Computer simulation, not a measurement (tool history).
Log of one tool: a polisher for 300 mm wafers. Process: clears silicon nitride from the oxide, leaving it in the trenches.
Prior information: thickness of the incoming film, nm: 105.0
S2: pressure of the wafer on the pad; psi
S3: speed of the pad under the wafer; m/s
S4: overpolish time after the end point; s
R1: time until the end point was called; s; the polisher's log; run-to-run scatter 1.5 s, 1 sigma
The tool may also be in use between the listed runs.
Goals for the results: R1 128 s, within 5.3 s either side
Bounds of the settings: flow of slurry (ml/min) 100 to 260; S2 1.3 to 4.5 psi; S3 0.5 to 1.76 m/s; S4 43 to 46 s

run 1 hour=0 | flow_of_slurry_(ml/min)=165 S2=2.9 S3=1.12 S4=43 | R1=75.169
run 2 hour=4.7 | flow_of_slurry_(ml/min)=165 S2=2.7 S3=1.12 S4=43 | R1=82.118
run 3 hour=6.9 | flow_of_slurry_(ml/min)=200 S2=2.7 S3=1.12 S4=43 | R1=79.487
run 4 hour=14 | flow_of_slurry_(ml/min)=175 S2=2.7 S3=1.12 S4=43 | R1=81.414
run 5 hour=17.1 | flow_of_slurry_(ml/min)=175 S2=2.7 S3=1.4 S4=43 | R1=64.392
run 6 hour=19.7 | flow_of_slurry_(ml/min)=175 S2=2.5 S3=1.38 S4=43 | R1=70.552
run 7 hour=22.7 | flow_of_slurry_(ml/min)=175 S2=2.3 S3=1.36 S4=43 | R1=78.084
run 8 hour=26.7 | flow_of_slurry_(ml/min)=175 S2=2.2 S3=1.34 S4=43 | R1=82.092
run 9 hour=32.7 | flow_of_slurry_(ml/min)=175 S2=2.1 S3=1.32 S4=43 | R1=87.833
run 10 hour=40.4 | flow_of_slurry_(ml/min)=175 S2=2 S3=1.32 S4=43 | R1=92.673
run 11 hour=41.5 | flow_of_slurry_(ml/min)=175 S2=1.9 S3=1.32 S4=43 | R1=96.945
run 12 hour=47.7 | flow_of_slurry_(ml/min)=175 S2=1.8 S3=1.32 S4=43 | R1=103.78
run 13 hour=52.4 | flow_of_slurry_(ml/min)=175 S2=1.7 S3=1.32 S4=43 | R1=107.74
run 14 hour=59.2 | flow_of_slurry_(ml/min)=170 S2=1.5 S3=1.32 S4=43 | R1=120.19
run 15 hour=67.6 | flow_of_slurry_(ml/min)=160 S2=1.5 S3=1.32 S4=43 | R1=121.31

Next run, 4 choices. One meets every target within its allowed miss, the rest don't. Which?
run A hour=76 | flow_of_slurry_(ml/min)=180 S2=1.7 S3=1.32 S4=46 | R1=?
run B hour=76 | flow_of_slurry_(ml/min)=150 S2=1.9 S3=1.14 S4=43 | R1=?
run C hour=76 | flow_of_slurry_(ml/min)=160 S2=1.6 S3=1.4 S4=43 | R1=?
run D hour=76 | flow_of_slurry_(ml/min)=135 S2=1.4 S3=1.4 S4=46 | R1=?

move=A R1=105.75
move=B R1=113.1
move=C R1=107.94
move=D R1=126.62
A: its largest miss is bigger than the last run's
B: its largest miss is bigger than the last run's
C: its largest miss is bigger than the last run's
D: all results land within tolerance of their targets
D is the move that brings every result within its allowed miss.

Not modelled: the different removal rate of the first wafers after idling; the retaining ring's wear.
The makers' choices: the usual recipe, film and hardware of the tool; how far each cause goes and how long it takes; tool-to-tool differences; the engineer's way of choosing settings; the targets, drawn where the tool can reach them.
